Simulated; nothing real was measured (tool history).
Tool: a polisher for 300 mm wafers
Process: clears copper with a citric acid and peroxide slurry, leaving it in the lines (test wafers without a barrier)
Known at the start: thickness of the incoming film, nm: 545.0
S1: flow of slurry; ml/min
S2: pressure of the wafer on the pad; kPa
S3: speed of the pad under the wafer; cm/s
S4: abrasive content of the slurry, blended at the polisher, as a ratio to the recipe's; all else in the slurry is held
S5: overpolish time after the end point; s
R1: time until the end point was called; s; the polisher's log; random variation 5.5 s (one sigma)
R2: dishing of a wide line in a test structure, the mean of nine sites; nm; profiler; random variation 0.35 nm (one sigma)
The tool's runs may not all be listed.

run    day   S1    S2   S3   S4  S5      R1      R2
  1  0.000  215  24.8  136  1.0  23  191.87  48.982
  2  0.046  215  21.4  134  1.0  22  231.80  41.445
  3  0.150  215  21.4  134  0.9  22  232.06  38.933
  4  0.300  215  21.4  150  0.9  22  212.34  43.667
  5  0.438  215  19.3  148  0.9  21  231.85  37.875
  6  0.504  215  19.3  148  0.8  21  242.09  36.808
  7  0.817  215  17.2  148  0.8  21  268.85  32.808
  8  1.071  215  15.9  148  0.8  21  294.15  30.547
  9  1.196  215  15.2  148  0.8  21  299.76  29.154

Run 10 comes next. What will it give?
 10  1.383  215  14.5  148  0.8  21   ?   ?

Run 10 gave R1 307.15 s, R2 28.364 nm.
